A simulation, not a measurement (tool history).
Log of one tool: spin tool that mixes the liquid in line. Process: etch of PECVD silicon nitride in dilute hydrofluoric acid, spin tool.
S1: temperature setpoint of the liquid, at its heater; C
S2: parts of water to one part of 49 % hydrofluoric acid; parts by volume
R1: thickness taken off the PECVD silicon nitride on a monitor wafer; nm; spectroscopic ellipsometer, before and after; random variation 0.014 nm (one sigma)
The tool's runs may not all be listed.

Run 1, hour 0.0: S1 26.0 C, S2 135 parts by volume, time under the liquid (s) 75. Result: R1 2.6503 nm.
Run 2, hour 5.4: S1 26.0 C, S2 160 parts by volume, time under the liquid (s) 75. Result: R1 2.2318 nm.
Run 3, hour 11.2: S1 25.5 C, S2 160 parts by volume, time under the liquid (s) 75. Result: R1 2.1605 nm.
Run 4, hour 15.2: S1 25.0 C, S2 160 parts by volume, time under the liquid (s) 75. Result: R1 2.0993 nm.
Run 5, hour 18.3: S1 25.0 C, S2 130 parts by volume, time under the liquid (s) 75. Result: R1 2.5800 nm.
At hour 21.5: thermometer replaced.
Run 6, hour 21.5: S1 24.0 C, S2 130 parts by volume, time under the liquid (s) 75. Result: R1 2.0829 nm.
Run 7, hour 23.0: S1 22.5 C, S2 130 parts by volume, time under the liquid (s) 75. Result: R1 1.8961 nm.

Run 8 comes next. What will it give?
Run 8, hour 29.7: S1 22.0 C, S2 130 parts by volume, time under the liquid (s) 75. Result: R1 ?.

Run 8 gave R1 1.8628 nm.
